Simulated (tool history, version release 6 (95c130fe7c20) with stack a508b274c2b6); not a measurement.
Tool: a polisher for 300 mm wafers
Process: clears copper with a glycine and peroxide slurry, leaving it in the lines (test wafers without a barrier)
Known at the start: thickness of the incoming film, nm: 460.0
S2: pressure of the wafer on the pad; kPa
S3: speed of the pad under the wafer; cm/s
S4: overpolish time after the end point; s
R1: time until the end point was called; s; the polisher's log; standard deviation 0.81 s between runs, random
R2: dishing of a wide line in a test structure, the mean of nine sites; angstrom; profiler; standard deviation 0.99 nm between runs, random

{"run": 1, "hour": 0.0, "flow of slurry (ml/min)": 250, "S2": 17.2, "S3": 102, "S4": 17, "R1": 89.318, "R2": 569.05}
{"run": 2, "hour": 8.0, "flow of slurry (ml/min)": 250, "S2": 17.9, "S3": 102, "S4": 17, "R1": 87.673, "R2": 591.42}
{"run": 3, "hour": 13.4, "flow of slurry (ml/min)": 205, "S2": 17.9, "S3": 102, "S4": 17, "R1": 88.106, "R2": 572.52}
{"run": 4, "hour": 21.1, "flow of slurry (ml/min)": 205, "S2": 18.6, "S3": 102, "S4": 17, "R1": 85.26, "R2": 568.91}
{"run": 5, "hour": 26.6, "flow of slurry (ml/min)": 215, "S2": 19.3, "S3": 102, "S4": 17, "R1": 85.231, "R2": 593.19}
{"run": 6, "hour": 35.4, "flow of slurry (ml/min)": 220, "S2": 20, "S3": 102, "S4": 17, "R1": 79.532, "R2": 599.15}

Run 7, settings as shown, results not yet in. Your forecast:
{"run": 7, "hour": 38.6, "flow of slurry (ml/min)": 230, "S2": 21.4, "S3": 104, "S4": 19, "R1": "?", "R2": "?"}

{"run 7": {"R1": 76.953, "R2": 693.82}}
